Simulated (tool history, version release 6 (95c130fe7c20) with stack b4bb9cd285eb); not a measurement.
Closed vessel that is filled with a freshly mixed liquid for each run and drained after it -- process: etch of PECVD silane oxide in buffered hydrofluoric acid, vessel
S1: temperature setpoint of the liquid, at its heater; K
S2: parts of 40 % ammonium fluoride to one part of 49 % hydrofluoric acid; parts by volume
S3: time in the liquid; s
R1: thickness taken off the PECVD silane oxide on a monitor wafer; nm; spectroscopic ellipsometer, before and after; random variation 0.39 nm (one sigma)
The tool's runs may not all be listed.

run	day	S1	S2	S3	R1
1	0.000	296.15	24.0	30	19.216
2	0.046	298.15	20.0	30	23.565
3	0.204	298.15	20.0	30	23.575
4	0.446	299.65	17.0	30	30.236
5	0.696	300.65	16.5	30	32.574
6	0.838	301.65	16.0	30	35.536
7	1.088	302.15	15.5	30	37.399

Expected results for the next run?
8	1.288	304.15	13.0	30	?

{"run 8": {"R1": 50.207}}
